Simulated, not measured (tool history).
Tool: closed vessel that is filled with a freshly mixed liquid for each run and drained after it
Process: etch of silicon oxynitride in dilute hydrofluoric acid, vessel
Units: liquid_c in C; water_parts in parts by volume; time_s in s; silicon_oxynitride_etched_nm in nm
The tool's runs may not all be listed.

run,hour,liquid_c,water_parts,time_s,silicon_oxynitride_etched_nm
1,0.0,25.0,170,665,13.584
2,4.5,26.0,170,665,14.663
3,9.2,24.0,170,665,13.255
4,16.6,24.0,170,715,13.955
5,25.8,24.0,170,665,12.981
6,30.8,27.0,170,665,15.059

What does the tool deliver on the next run?
7,37.6,27.5,170,665,?

{"run 7": {"silicon_oxynitride_etched_nm": 15.168}}
